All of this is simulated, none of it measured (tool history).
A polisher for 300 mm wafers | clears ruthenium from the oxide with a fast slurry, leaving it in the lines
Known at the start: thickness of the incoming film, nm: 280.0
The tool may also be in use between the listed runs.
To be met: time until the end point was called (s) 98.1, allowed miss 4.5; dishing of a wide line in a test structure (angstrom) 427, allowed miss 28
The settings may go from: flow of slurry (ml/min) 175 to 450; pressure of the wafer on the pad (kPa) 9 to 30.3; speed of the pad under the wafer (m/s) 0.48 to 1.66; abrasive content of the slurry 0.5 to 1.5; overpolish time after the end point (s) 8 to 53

run	day	flow of slurry (ml/min)	pressure of the wafer on the pad (kPa)	speed of the pad under the wafer (m/s)	abrasive content of the slurry	overpolish time after the end point (s)	time until the end point was called (s)	dishing of a wide line in a test structure (angstrom)
1	0	290	19.3	1.06	1	27	63.85	809.67
2	0.346	290	19.3	1.06	1.15	27	61.606	858.69
3	0.375	290	19.3	1.06	1.3	27	56.467	882.3
4	0.533	290	19.3	1.06	1.2	27	59.075	872.44
5	0.888	290	17.9	1.06	1.2	25	63.26	790.99
6	1.129	290	16.5	1.04	1.2	23	69.248	679.95
7	1.429	290	15.2	1.04	1.2	22	75.52	605.54
8	1.458	290	14.5	1.04	1.2	21	77.673	553.8
9	1.546	290	13.8	1.04	1.2	21	81.451	542.19
10	1.6	290	13.1	1.04	1.2	21	88.179	509.95

Which of these 4 next moves meets every target?
A	1.654	275	11	1.1	1	21	?	?
B	1.654	385	16.5	0.58	1.35	19	?	?
C	1.654	290	10.3	1.04	1.2	25	?	?
D	1.654	300	13.1	0.68	1.35	24	?	?

move	time until the end point was called (s)	dishing of a wide line in a test structure (angstrom)
A	108.24	429.28
B	98.348	427.68
C	107.24	504.57
D	112.03	468.62
A: brings the result that was furthest off to its target, and leaves another outside
B: meets every target
C: nearer than the last run, and not there yet
D: as far off as the last run
Move B is the one to make.

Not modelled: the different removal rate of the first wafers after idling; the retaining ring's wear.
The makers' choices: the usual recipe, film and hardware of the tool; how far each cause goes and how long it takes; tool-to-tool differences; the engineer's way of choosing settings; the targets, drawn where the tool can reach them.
